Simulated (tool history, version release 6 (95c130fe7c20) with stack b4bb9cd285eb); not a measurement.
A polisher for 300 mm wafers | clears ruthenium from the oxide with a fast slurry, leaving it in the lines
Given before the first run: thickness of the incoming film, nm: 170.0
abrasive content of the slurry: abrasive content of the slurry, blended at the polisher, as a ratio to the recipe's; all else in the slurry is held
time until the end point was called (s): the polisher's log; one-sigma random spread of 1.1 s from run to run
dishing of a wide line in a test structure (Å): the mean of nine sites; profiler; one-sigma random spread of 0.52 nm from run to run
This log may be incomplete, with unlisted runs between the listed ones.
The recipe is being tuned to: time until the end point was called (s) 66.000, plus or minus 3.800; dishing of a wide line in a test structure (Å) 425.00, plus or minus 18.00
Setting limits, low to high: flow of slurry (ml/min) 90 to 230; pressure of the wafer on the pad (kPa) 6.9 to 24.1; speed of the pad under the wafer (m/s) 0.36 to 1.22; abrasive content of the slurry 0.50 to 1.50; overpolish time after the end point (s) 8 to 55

run	hour	flow of slurry (ml/min)	pressure of the wafer on the pad (kPa)	speed of the pad under the wafer (m/s)	abrasive content of the slurry	overpolish time after the end point (s)	time until the end point was called (s)	dishing of a wide line in a test structure (Å)
1	0.0	150	15.2	0.78	1.00	28	62.586	588.48
2	4.8	180	15.2	0.78	1.00	28	61.063	611.53
3	5.9	180	15.2	0.86	1.00	28	54.320	646.40
4	13.0	180	15.2	0.86	0.85	28	61.254	592.39
5	14.7	180	15.2	0.96	0.85	28	52.623	670.45
6	19.3	180	13.1	0.96	0.85	28	60.932	600.22
7	26.6	180	13.1	0.96	0.85	26	61.119	542.38
8	35.3	180	13.1	0.96	0.85	25	59.766	535.30
9	37.3	180	12.4	0.96	0.85	24	64.631	482.83

Of the 5 settings listed for the next run, only one would bring every result within its allowed miss of target. Which one?
A	39.3	185	13.8	0.86	0.85	21	?	?
B	39.3	130	11.7	0.84	1.10	19	?	?
C	39.3	190	17.2	0.90	0.65	19	?	?
D	39.3	225	7.6	0.96	1.00	22	?	?
E	39.3	180	12.4	0.84	0.85	21	?	?

move	time until the end point was called (s)	dishing of a wide line in a test structure (Å)
A	66.161	437.70
B	68.618	385.97
C	66.974	394.73
D	79.483	385.83
E	73.629	396.68
A: every result within its allowed miss
B: the result that was furthest off in the last run now lies on the other side of its target
C: the result that was furthest off in the last run now lies on the other side of its target
D: the result that was furthest off in the last run now lies on the other side of its target
E: the result that was furthest off in the last run now lies on the other side of its target
A is the move that brings every result within its allowed miss.
